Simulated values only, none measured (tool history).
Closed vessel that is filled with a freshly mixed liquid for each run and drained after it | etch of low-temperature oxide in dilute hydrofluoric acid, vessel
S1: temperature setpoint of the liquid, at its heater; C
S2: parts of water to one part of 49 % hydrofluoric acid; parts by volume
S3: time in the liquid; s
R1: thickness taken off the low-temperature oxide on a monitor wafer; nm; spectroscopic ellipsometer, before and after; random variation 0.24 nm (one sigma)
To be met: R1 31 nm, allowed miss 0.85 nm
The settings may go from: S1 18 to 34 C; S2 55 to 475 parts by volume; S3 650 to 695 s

| run | hour | S1 | S2 | S3 | R1 |
|---|---|---|---|---|---|
| 1 | 0 | 26 | 265 | 650 | 33.857 |
| 2 | 4.6 | 26 | 265 | 650 | 34.312 |
| 3 | 11.1 | 26 | 225 | 650 | 42.106 |
| 4 | 18 | 25 | 225 | 650 | 40.875 |
| 5 | 26.2 | 22.5 | 225 | 650 | 37.764 |
| 6 | 34.1 | 22 | 230 | 650 | 35.219 |
| 7 | 40.4 | 21.5 | 230 | 650 | 34.738 |
| 8 | 48.1 | 21.5 | 230 | 650 | 35.006 |

Which of these 4 next moves meets every target?
| A | 55.8 | 22.5 | 270 | 675 | ? |
| B | 55.8 | 21.5 | 230 | 695 | ? |
| C | 55.8 | 23.5 | 245 | 695 | ? |
| D | 55.8 | 18 | 245 | 665 | ? |

| move | R1 |
|---|---|
| A | 31.103 |
| B | 37.684 |
| C | 37.506 |
| D | 29.229 |
A: meets every target
B: further off than the last run
C: further off than the last run
D: takes the result that was furthest off past its target
The right move is A.
